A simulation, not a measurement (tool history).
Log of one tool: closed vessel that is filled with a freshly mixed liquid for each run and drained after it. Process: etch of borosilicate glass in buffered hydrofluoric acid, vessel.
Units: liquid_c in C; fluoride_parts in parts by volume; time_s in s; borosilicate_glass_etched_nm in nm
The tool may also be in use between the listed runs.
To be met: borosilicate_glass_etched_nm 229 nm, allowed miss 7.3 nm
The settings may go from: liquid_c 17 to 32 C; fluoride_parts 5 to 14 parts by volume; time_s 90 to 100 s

run	hour	liquid_c	fluoride_parts	time_s	borosilicate_glass_etched_nm
1	0	25	8.5	90	155.48
2	3.4	25	9.5	90	141.05
3	10.3	26.5	9	90	157.57
4	17	27.5	8.5	90	178.04
5	19.5	27.5	8.5	100	197.64
6	27.1	27.5	8.5	90	176.4
7	33	28.5	8.5	90	185.25
8	36.5	29.5	8.5	90	200.29
9	45	30	8.5	90	205.18
10	51.4	30.5	8.5	90	207.66

5 next moves are on the table. One of them brings every result within its allowed miss. Which?
A	57.8	28.5	7.5	95	?
B	57.8	32	9	90	?
C	57.8	29.5	8	90	?
D	57.8	26.5	8	95	?
E	57.8	29.5	9	95	?

move	borosilicate_glass_etched_nm
A	226.62
B	210.36
C	210.61
D	190.16
E	195.31
A: meets every target
B: nearer than the last run, and not there yet
C: nearer than the last run, and not there yet
D: further off than the last run
E: further off than the last run
The right move is A.
